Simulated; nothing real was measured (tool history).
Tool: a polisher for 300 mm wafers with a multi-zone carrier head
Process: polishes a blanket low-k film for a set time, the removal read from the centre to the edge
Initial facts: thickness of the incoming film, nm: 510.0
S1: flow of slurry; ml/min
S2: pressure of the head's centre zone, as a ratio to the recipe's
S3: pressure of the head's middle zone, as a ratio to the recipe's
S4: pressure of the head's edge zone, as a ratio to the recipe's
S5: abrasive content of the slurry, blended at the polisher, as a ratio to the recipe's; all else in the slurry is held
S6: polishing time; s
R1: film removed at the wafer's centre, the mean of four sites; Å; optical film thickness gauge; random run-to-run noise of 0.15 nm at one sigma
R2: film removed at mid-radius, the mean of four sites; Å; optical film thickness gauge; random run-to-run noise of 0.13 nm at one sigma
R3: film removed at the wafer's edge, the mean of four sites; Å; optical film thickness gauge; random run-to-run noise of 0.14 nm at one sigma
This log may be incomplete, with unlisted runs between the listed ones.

{"run": 1, "day": 0.0, "S1": 195, "S2": 1.0, "S3": 1.0, "S4": 1.0, "S5": 1.0, "S6": 63, "R1": 211.57, "R2": 215.78, "R3": 213.41}
{"run": 2, "day": 0.325, "S1": 195, "S2": 1.0, "S3": 1.0, "S4": 1.0, "S5": 1.1, "S6": 63, "R1": 220.55, "R2": 223.37, "R3": 220.88}
{"run": 3, "day": 0.412, "S1": 185, "S2": 1.01, "S3": 0.97, "S4": 0.99, "S5": 1.1, "S6": 63, "R1": 221.26, "R2": 219.79, "R3": 223.0}
{"run": 4, "day": 0.467, "S1": 185, "S2": 0.96, "S3": 0.97, "S4": 0.99, "S5": 1.1, "S6": 63, "R1": 208.05, "R2": 218.0, "R3": 219.17}
{"run": 5, "day": 0.838, "S1": 185, "S2": 0.96, "S3": 0.97, "S4": 0.99, "S5": 0.95, "S6": 63, "R1": 196.64, "R2": 204.72, "R3": 207.37}
{"run": 6, "day": 1.158, "S1": 185, "S2": 0.96, "S3": 0.97, "S4": 0.99, "S5": 0.95, "S6": 54, "R1": 166.04, "R2": 174.9, "R3": 177.26}
{"run": 7, "day": 1.346, "S1": 240, "S2": 1.06, "S3": 0.9, "S4": 1.09, "S5": 1.0, "S6": 54, "R1": 197.23, "R2": 172.74, "R3": 194.71}
{"run": 8, "day": 1.462, "S1": 245, "S2": 1.07, "S3": 0.9, "S4": 1.09, "S5": 1.0, "S6": 54, "R1": 197.12, "R2": 174.69, "R3": 194.25}
{"run": 9, "day": 1.567, "S1": 290, "S2": 1.17, "S3": 0.87, "S4": 1.13, "S5": 1.0, "S6": 54, "R1": 222.93, "R2": 170.24, "R3": 199.68}

Run 10, settings as shown, results not yet in. Your forecast:
{"run": 10, "day": 1.6, "S1": 290, "S2": 1.17, "S3": 0.88, "S4": 1.13, "S5": 1.0, "S6": 54, "R1": "?", "R2": "?", "R3": "?"}

{"run 10": {"R1": 220.73, "R2": 170.94, "R3": 198.42}}
